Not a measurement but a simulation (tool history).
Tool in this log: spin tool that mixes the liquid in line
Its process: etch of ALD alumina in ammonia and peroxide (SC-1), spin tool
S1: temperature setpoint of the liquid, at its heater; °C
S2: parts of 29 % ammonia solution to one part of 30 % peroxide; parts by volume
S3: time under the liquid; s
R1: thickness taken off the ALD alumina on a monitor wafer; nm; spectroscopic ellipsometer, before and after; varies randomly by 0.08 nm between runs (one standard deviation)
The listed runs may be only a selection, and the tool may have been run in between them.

run,day,S1,S2,S3,R1
1,0.000,52.0,0.5,80,4.3684
2,0.088,54.5,0.5,80,4.9910
3,0.225,56.5,0.5,80,5.5936
4,0.450,58.0,0.5,80,6.0643
5,0.529,52.0,0.5,80,4.4028
6,0.821,48.0,0.5,80,3.4867
7,1.054,48.0,0.5,80,3.5093

What will run 8 give?
8,1.192,51.0,0.5,80,?

R1: 4.1534 nm

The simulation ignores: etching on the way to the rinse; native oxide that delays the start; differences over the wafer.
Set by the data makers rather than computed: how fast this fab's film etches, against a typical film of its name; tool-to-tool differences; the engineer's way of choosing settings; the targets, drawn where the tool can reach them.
